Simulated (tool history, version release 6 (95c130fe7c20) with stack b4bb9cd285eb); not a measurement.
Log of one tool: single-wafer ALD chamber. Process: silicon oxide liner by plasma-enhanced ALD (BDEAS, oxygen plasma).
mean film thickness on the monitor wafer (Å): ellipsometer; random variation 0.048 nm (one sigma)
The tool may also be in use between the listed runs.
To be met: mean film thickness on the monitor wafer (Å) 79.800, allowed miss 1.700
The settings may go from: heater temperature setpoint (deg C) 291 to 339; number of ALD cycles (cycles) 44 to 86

run,hour,heater temperature setpoint (deg C),number of ALD cycles (cycles),mean film thickness on the monitor wafer (Å)
1,0.0,315,65,63.945
2,8.4,314,69,69.415
3,13.9,314,61,61.156
4,22.7,308,61,60.852
5,25.9,299,61,61.937
6,31.2,299,56,56.999
7,36.7,298,62,63.461
8,37.8,297,66,66.627
9,40.3,297,70,71.074
10,45.2,297,72,72.697
11,51.7,297,74,76.110
# hour 59.3: thermocouple changed; heater temperature recalibrated
12,59.3,297,75,77.684

4 next moves are on the table. One of them brings every result within its allowed miss. Which?
A,66.9,305,79,?
B,66.9,292,72,?
C,66.9,296,72,?
D,66.9,299,73,?

move,mean film thickness on the monitor wafer (Å)
A,79.995
B,75.626
C,74.540
D,74.749
A: meets every target
B: further off than the last run
C: further off than the last run
D: further off than the last run
The right move is A.

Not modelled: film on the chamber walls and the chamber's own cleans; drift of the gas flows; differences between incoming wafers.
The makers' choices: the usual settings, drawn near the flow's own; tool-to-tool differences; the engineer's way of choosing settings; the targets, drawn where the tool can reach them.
